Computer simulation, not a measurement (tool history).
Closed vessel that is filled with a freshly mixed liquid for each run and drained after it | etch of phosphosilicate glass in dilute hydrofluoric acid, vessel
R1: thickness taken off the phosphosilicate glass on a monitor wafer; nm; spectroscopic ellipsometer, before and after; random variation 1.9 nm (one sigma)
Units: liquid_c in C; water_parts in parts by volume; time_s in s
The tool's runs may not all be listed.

Run 1, hour 0.0: liquid_c 23 C, water_parts 100 parts by volume, time_s 90 s. Result: R1 146.50 nm.
Run 2, hour 8.4: liquid_c 23 C, water_parts 100 parts by volume, time_s 100 s. Result: R1 160.31 nm.
Run 3, hour 17.4: liquid_c 25 C, water_parts 100 parts by volume, time_s 100 s. Result: R1 177.40 nm.
Run 4, hour 24.3: liquid_c 26 C, water_parts 100 parts by volume, time_s 100 s. Result: R1 181.26 nm.
Run 5, hour 25.7: liquid_c 26 C, water_parts 100 parts by volume, time_s 90 s. Result: R1 166.03 nm.
Run 6, hour 27.0: liquid_c 26 C, water_parts 120 parts by volume, time_s 90 s. Result: R1 131.79 nm.

Run 7 comes next. What will it give?
Run 7, hour 35.9: liquid_c 27 C, water_parts 115 parts by volume, time_s 90 s. Result: R1 ?.

Run 7 gave R1 146.60 nm.
